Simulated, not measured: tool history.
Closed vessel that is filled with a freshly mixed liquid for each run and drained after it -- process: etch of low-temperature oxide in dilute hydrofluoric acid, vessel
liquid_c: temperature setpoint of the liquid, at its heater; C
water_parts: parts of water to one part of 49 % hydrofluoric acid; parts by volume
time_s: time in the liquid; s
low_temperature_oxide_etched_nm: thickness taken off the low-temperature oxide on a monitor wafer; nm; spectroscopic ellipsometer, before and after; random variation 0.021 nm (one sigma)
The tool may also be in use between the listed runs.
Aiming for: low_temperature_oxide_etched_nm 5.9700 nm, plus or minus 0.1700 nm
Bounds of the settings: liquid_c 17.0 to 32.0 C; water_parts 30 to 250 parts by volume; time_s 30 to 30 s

run,hour,liquid_c,water_parts,time_s,low_temperature_oxide_etched_nm
1,0.0,24.0,140,30,4.0698
2,4.4,25.5,140,30,4.3072
3,10.1,26.5,140,30,4.4688
4,17.4,29.0,140,30,4.9310
5,20.9,29.0,115,30,6.1829
6,27.9,29.0,85,30,8.6552
7,28.7,25.0,90,30,7.0036
8,36.4,24.5,90,30,6.8442
9,43.4,24.0,90,30,6.7174
10,46.2,23.5,90,30,6.5841
11,47.3,23.0,90,30,6.4246

Consider the 4 candidate settings below. Which is the only one whose results all fall within their allowed miss of target?
A,48.4,24.0,90,30,?
B,48.4,26.0,100,30,?
C,48.4,22.5,80,30,?
D,48.4,21.0,90,30,?

move,low_temperature_oxide_etched_nm
A,6.6718
B,6.4152
C,7.1531
D,5.9095
A: further off than the last run
B: about as far from the targets as the last run
C: further off than the last run
D: every result lands within tolerance
D meets every target.
